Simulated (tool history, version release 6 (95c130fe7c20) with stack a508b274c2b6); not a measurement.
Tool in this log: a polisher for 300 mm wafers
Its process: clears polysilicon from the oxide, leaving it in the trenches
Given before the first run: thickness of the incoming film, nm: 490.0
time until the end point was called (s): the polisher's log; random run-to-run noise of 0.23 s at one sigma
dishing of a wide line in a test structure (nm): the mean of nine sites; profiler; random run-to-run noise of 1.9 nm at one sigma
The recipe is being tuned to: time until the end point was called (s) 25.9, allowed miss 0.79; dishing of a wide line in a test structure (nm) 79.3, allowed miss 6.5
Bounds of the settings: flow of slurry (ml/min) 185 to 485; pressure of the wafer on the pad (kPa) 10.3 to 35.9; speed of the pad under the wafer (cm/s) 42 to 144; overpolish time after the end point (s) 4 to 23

| run | hour | flow of slurry (ml/min) | pressure of the wafer on the pad (kPa) | speed of the pad under the wafer (cm/s) | overpolish time after the end point (s) | time until the end point was called (s) | dishing of a wide line in a test structure (nm) |
|---|---|---|---|---|---|---|---|
| 1 | 0 | 310 | 22.8 | 92 | 12 | 33.95 | 69.225 |
| 2 | 2.6 | 310 | 24.1 | 92 | 12 | 32.813 | 74.751 |
| 3 | 3.3 | 310 | 25.5 | 92 | 11 | 30.541 | 73.512 |
| 4 | 5.5 | 310 | 25.5 | 92 | 13 | 30.838 | 76.461 |
| 5 | 12.8 | 365 | 25.5 | 92 | 13 | 30.457 | 76.9 |
| 6 | 19.7 | 365 | 26.2 | 92 | 13 | 29.556 | 80.143 |
| 7 | 26.9 | 365 | 26.9 | 92 | 12 | 28.887 | 76.416 |
| 8 | 28.1 | 365 | 27.6 | 92 | 12 | 27.739 | 78.729 |
| 9 | 36.9 | 365 | 28.3 | 92 | 11 | 27.429 | 76.231 |
| 10 | 41.9 | 365 | 29 | 92 | 11 | 26.333 | 78.185 |

Consider the 4 candidate settings below. Which is the only one whose results all fall within their allowed miss of target?
| A | 46.9 | 395 | 26.2 | 98 | 10 | ? | ? |
| B | 46.9 | 385 | 26.9 | 96 | 17 | ? | ? |
| C | 46.9 | 345 | 30.3 | 84 | 11 | ? | ? |
| D | 46.9 | 325 | 33.1 | 84 | 12 | ? | ? |

| move | time until the end point was called (s) | dishing of a wide line in a test structure (nm) |
|---|---|---|
| A | 28.304 | 74.681 |
| B | 28.191 | 81.84 |
| C | 28.682 | 76.246 |
| D | 26.423 | 78.928 |
A: the biggest miss grows against the last run
B: the biggest miss grows against the last run
C: the biggest miss grows against the last run
D: hits every target within its allowed miss
Go with D: it meets all targets.

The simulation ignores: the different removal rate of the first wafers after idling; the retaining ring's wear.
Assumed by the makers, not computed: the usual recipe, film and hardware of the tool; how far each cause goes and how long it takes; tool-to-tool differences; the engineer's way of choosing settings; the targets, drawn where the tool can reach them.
